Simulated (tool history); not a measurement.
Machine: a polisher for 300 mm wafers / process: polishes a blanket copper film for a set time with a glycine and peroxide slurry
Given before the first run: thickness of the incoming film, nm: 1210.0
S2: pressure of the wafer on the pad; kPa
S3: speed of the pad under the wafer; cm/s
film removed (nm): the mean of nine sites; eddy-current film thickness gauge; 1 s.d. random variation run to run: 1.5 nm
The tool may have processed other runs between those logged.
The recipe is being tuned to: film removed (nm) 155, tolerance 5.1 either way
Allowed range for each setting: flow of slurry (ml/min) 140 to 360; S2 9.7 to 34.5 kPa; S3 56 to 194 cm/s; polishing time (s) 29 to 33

Run 1, hour 0: flow of slurry (ml/min) 230, S2 22.1 kPa, S3 124 cm/s, polishing time (s) 33. Result: film removed (nm) 271.04.
Run 2, hour 1.8: flow of slurry (ml/min) 195, S2 22.1 kPa, S3 124 cm/s, polishing time (s) 33. Result: film removed (nm) 269.36.
Run 3, hour 4.3: flow of slurry (ml/min) 150, S2 22.1 kPa, S3 124 cm/s, polishing time (s) 33. Result: film removed (nm) 258.65.
Run 4, hour 9.7: flow of slurry (ml/min) 185, S2 22.1 kPa, S3 124 cm/s, polishing time (s) 33. Result: film removed (nm) 265.45.
Run 5, hour 13.8: flow of slurry (ml/min) 185, S2 22.1 kPa, S3 146 cm/s, polishing time (s) 33. Result: film removed (nm) 301.83.
Run 6, hour 22.7: flow of slurry (ml/min) 185, S2 22.1 kPa, S3 146 cm/s, polishing time (s) 33. Result: film removed (nm) 296.6.
Run 7, hour 29.9: flow of slurry (ml/min) 185, S2 20 kPa, S3 142 cm/s, polishing time (s) 33. Result: film removed (nm) 279.72.
Run 8, hour 31.3: flow of slurry (ml/min) 185, S2 18.6 kPa, S3 134 cm/s, polishing time (s) 33. Result: film removed (nm) 259.22.
Run 9, hour 33.9: flow of slurry (ml/min) 185, S2 17.2 kPa, S3 126 cm/s, polishing time (s) 33. Result: film removed (nm) 237.18.

Which single option among these 5 for the next run brings every result within its allowed miss of target? Just one does.
Run A, hour 36.5: flow of slurry (ml/min) 140, S2 20.7 kPa, S3 70 cm/s, polishing time (s) 29. Result: film removed (nm) ?.
Run B, hour 36.5: flow of slurry (ml/min) 280, S2 22.8 kPa, S3 156 cm/s, polishing time (s) 33. Result: film removed (nm) ?.
Run C, hour 36.5: flow of slurry (ml/min) 180, S2 17.2 kPa, S3 106 cm/s, polishing time (s) 31. Result: film removed (nm) ?.
Run D, hour 36.5: flow of slurry (ml/min) 140, S2 9.7 kPa, S3 124 cm/s, polishing time (s) 31. Result: film removed (nm) ?.
Run E, hour 36.5: flow of slurry (ml/min) 170, S2 9.7 kPa, S3 122 cm/s, polishing time (s) 29. Result: film removed (nm) ?.

move  film removed (nm)
   A             144.87
   B             337.41
   C             193.91
   D             165.77
   E              155.9
A: carries the result that was furthest off beyond its target, to the other side
B: lands further from the targets than the last run did
C: nearer than the last run, and not there yet
D: nearer than the last run, and not there yet
E: every result within its allowed miss
Move E is the one to make.
